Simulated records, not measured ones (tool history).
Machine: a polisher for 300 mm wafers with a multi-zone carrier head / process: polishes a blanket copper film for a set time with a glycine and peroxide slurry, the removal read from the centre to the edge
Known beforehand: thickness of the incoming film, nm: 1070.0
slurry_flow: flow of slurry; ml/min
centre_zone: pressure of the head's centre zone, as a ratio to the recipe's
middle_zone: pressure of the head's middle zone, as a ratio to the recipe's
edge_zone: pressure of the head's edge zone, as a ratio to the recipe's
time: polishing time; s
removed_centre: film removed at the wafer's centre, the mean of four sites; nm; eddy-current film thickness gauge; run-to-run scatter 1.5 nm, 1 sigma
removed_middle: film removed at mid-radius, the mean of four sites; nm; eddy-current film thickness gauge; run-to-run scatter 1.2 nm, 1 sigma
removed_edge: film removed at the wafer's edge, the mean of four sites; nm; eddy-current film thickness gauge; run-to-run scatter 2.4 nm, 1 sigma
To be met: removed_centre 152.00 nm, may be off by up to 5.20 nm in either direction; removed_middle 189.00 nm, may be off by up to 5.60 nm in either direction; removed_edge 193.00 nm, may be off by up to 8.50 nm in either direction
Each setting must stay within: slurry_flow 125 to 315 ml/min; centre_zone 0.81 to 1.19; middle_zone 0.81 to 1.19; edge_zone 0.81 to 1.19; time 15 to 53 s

run,hour,slurry_flow,centre_zone,middle_zone,edge_zone,time,removed_centre,removed_middle,removed_edge
1,0.0,205,1.00,1.00,1.00,34,137.64,135.24,136.73
2,4.4,170,1.00,1.00,1.00,34,135.29,130.07,132.68
3,7.0,170,1.00,1.00,1.00,41,160.00,159.41,162.88
4,10.2,170,1.00,1.00,0.93,41,159.99,157.30,156.15
5,12.7,170,1.00,0.92,0.93,41,163.16,150.86,158.37
6,20.2,150,1.00,0.92,0.93,41,156.19,147.36,154.35
7,21.4,160,0.97,0.95,0.96,41,153.93,150.54,156.69
8,22.2,175,0.95,0.98,1.00,41,152.33,157.31,161.22
9,26.2,190,0.93,0.99,1.03,41,151.11,160.96,171.06
10,34.9,205,0.92,1.01,1.04,41,154.20,162.70,171.38
11,39.9,205,0.92,1.01,1.04,41,153.95,163.67,166.69

4 candidate next runs follow, results not yet known. Just one meets every target within its allowed miss. Identify it.
A,44.9,225,0.81,1.03,1.06,46,?,?,?
B,44.9,245,0.86,1.11,1.00,42,?,?,?
C,44.9,235,1.05,0.98,0.96,36,?,?,?
D,44.9,170,0.92,1.16,1.16,42,?,?,?

move,removed_centre,removed_middle,removed_edge
A,153.58,187.61,190.60
B,150.89,180.32,170.51
C,157.14,143.74,142.94
D,151.52,174.40,175.81
A: all results land within tolerance of their targets
B: gains on the last run, yet a result remains outside its allowed miss
C: its largest miss is bigger than the last run's
D: gains on the last run, yet a result remains outside its allowed miss
The right move is A.

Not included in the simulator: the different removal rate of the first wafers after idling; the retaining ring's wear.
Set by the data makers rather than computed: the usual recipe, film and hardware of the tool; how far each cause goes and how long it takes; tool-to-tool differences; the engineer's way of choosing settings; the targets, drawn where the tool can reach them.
